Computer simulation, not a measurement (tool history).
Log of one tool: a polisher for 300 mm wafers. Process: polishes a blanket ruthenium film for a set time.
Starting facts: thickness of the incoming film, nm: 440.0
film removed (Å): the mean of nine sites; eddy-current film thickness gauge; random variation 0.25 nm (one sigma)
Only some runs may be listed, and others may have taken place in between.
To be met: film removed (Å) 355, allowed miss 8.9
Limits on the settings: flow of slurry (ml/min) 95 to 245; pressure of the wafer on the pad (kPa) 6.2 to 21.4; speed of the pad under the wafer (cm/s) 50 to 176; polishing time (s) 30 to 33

run  hour  flow of slurry (ml/min)  pressure of the wafer on the pad (kPa)  speed of the pad under the wafer (cm/s)  polishing time (s)  film removed (Å)
  1     0                      155                                    13.8                                      112                  33            457.29
  2     6                      155                                    12.4                                      112                  33            417.74
  3   9.4                      155                                    14.5                                      112                  33             482.9
  4  11.1                      145                                    13.1                                      112                  33            433.88
  5  15.8                      145                                    13.1                                      112                  30            392.47
  6    24                      145                                    13.1                                      132                  30            456.26
  7  30.3                      135                                    12.4                                      132                  30            431.84
  8    38                      135                                    12.4                                      132                  30             438.3
  9    41                      130                                    11.7                                      132                  30            409.46
 10    47                      105                                     9.7                                      132                  30            333.26
 11  50.3                      115                                     9.7                                      132                  30            337.08
 12  56.3                      125                                     9.7                                      132                  30            340.34

Which single option among these 4 for the next run brings every result within its allowed miss of target? Just one does.
  A  62.3                      120                                     9.7                                      138                  30                 ?
  B  62.3                       95                                     8.3                                      146                  30                 ?
  C  62.3                      160                                       9                                      132                  30                 ?
  D  62.3                      125                                       9                                      130                  30                 ?

move  film removed (Å)
   A               358
   B            315.74
   C            338.17
   D            319.45
A: all results in spec
B: its largest miss is bigger than the last run's
C: its largest miss is bigger than the last run's
D: its largest miss is bigger than the last run's
The move that meets every target is A.
